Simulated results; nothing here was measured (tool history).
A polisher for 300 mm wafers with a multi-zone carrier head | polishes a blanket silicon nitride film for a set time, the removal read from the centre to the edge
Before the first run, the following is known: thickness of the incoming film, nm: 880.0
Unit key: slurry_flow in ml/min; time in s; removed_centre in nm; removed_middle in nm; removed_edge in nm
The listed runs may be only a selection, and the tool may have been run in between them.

| run | day | slurry_flow | centre_zone | middle_zone | edge_zone | time | removed_centre | removed_middle | removed_edge |
|---|---|---|---|---|---|---|---|---|---|
| 1 | 0 | 225 | 1 | 1 | 1 | 44 | 69.215 | 68.974 | 69.815 |
| 2 | 0.088 | 230 | 0.99 | 1.01 | 1.01 | 46 | 71.788 | 72.526 | 73.736 |
| 3 | 0.408 | 235 | 0.99 | 1.02 | 1.02 | 47 | 73.774 | 77.367 | 75.701 |
| 4 | 0.725 | 235 | 0.99 | 0.95 | 1.02 | 47 | 72.965 | 71.063 | 75.797 |
| 5 | 0.762 | 235 | 0.99 | 1.02 | 1.02 | 47 | 73.614 | 75.778 | 74.825 |
| 6 | 0.921 | 235 | 0.99 | 1.02 | 0.98 | 47 | 73.053 | 75.371 | 73.519 |
| 7 | 1.067 | 235 | 0.98 | 1.02 | 1 | 48 | 75.555 | 76.934 | 76.764 |
| 8 | 1.3 | 235 | 0.97 | 1.03 | 1.02 | 49 | 76.394 | 78.363 | 78.649 |

Run 9 is up next; what results do you expect?
| 9 | 1.442 | 240 | 0.96 | 1.05 | 1.03 | 50 | ? | ? | ? |

{"run 9": {"removed_centre": 76.688, "removed_middle": 81.36, "removed_edge": 79.859}}

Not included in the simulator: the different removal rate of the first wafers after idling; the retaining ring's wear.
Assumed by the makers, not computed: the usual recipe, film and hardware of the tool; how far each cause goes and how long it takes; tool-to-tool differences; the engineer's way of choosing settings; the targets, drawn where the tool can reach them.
